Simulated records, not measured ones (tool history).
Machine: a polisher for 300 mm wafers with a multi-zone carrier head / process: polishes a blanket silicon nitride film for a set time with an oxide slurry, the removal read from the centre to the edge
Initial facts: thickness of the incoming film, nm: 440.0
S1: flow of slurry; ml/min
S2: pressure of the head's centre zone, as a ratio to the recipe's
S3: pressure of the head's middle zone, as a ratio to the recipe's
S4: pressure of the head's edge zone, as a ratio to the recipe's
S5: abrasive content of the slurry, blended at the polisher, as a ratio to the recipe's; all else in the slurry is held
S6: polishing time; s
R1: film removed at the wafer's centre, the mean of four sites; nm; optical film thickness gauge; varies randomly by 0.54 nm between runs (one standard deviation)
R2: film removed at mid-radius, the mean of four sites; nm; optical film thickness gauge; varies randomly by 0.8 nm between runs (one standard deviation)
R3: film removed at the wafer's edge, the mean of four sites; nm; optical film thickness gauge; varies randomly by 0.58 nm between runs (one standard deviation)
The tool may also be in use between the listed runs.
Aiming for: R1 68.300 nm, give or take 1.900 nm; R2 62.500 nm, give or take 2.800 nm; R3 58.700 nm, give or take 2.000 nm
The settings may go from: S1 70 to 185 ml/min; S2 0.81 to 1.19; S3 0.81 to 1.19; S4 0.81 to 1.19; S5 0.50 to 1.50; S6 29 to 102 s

run	day	S1	S2	S3	S4	S5	S6	R1	R2	R3
1	0.000	120	1.00	1.00	1.00	1.00	65	52.263	51.251	51.595
2	0.242	130	1.02	1.01	1.01	1.00	65	54.423	53.288	51.880
3	0.525	130	1.02	1.01	1.01	1.15	65	59.453	57.404	57.270
4	0.642	130	1.02	1.01	1.01	1.30	65	62.750	60.547	62.192
5	0.854	130	1.02	0.95	1.01	1.30	65	62.528	58.409	62.350
6	1.000	130	1.02	0.95	1.01	1.50	65	67.013	63.051	65.992
7	1.088	130	1.03	0.96	0.98	1.50	65	68.598	65.140	64.992
8	1.400	130	1.04	0.95	0.97	1.50	65	68.850	64.114	64.963
9	1.692	130	1.04	0.95	0.97	1.50	65	68.965	63.726	64.248
10	1.892	130	1.04	0.95	0.96	1.50	65	68.990	64.577	64.997
11	2.162	130	1.05	0.95	0.94	1.50	65	69.305	62.910	63.106
12	2.325	130	1.05	0.96	0.93	1.50	65	70.165	63.007	63.642
13	2.500	130	1.05	0.98	0.91	1.50	65	68.778	64.157	63.587
14	2.846	130	1.06	0.99	0.89	1.50	65	69.787	64.910	62.465
15	3.100	130	1.06	0.99	0.88	1.50	65	70.181	65.369	62.019
16	3.208	130	1.06	0.99	0.87	1.50	65	69.890	64.384	61.259

5 next moves are on the table. One of them brings every result within its allowed miss. Which?
A	3.317	115	1.08	1.00	0.83	1.40	66	?	?	?
B	3.317	140	1.12	1.00	0.87	1.45	63	?	?	?
C	3.317	110	1.11	0.81	1.03	1.40	68	?	?	?
D	3.317	115	1.04	0.95	0.97	1.45	68	?	?	?
E	3.317	160	1.11	1.13	0.87	1.50	60	?	?	?

move	R1	R2	R3
A	68.612	63.180	57.754
B	71.535	63.200	58.157
C	71.963	55.413	64.052
D	69.093	63.641	63.838
E	70.124	68.353	56.908
A: each result inside its tolerance
B: brings the result that was furthest off to its target, and leaves another outside
C: misses by more than the last run did
D: misses by more than the last run did
E: brings the result that was furthest off to its target, and leaves another outside
A is the move that brings every result within its allowed miss.
